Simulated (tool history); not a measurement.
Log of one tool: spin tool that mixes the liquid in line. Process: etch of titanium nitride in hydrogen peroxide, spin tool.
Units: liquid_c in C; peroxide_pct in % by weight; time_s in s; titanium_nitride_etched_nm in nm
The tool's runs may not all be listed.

{"run": 1, "hour": 0.0, "liquid_c": 56, "peroxide_pct": 24.5, "time_s": 285, "titanium_nitride_etched_nm": 28.485}
{"run": 2, "hour": 6.6, "liquid_c": 56, "peroxide_pct": 28.5, "time_s": 285, "titanium_nitride_etched_nm": 29.438}
{"run": 3, "hour": 12.9, "liquid_c": 56, "peroxide_pct": 26.5, "time_s": 285, "titanium_nitride_etched_nm": 28.067}
{"run": 4, "hour": 13.6, "liquid_c": 55, "peroxide_pct": 26.5, "time_s": 285, "titanium_nitride_etched_nm": 26.735}
{"run": 5, "hour": 18.9, "liquid_c": 54, "peroxide_pct": 26.5, "time_s": 285, "titanium_nitride_etched_nm": 24.97}
{"run": 6, "hour": 23.6, "liquid_c": 60, "peroxide_pct": 26.5, "time_s": 285, "titanium_nitride_etched_nm": 37.713}
{"run": 7, "hour": 28.1, "liquid_c": 52, "peroxide_pct": 26.0, "time_s": 285, "titanium_nitride_etched_nm": 21.14}

The next listed run, before its measurement:
{"run": 8, "hour": 33.3, "liquid_c": 51, "peroxide_pct": 26.0, "time_s": 285, "titanium_nitride_etched_nm": "?"}

Run 8 gave titanium_nitride_etched_nm 19.669 nm.
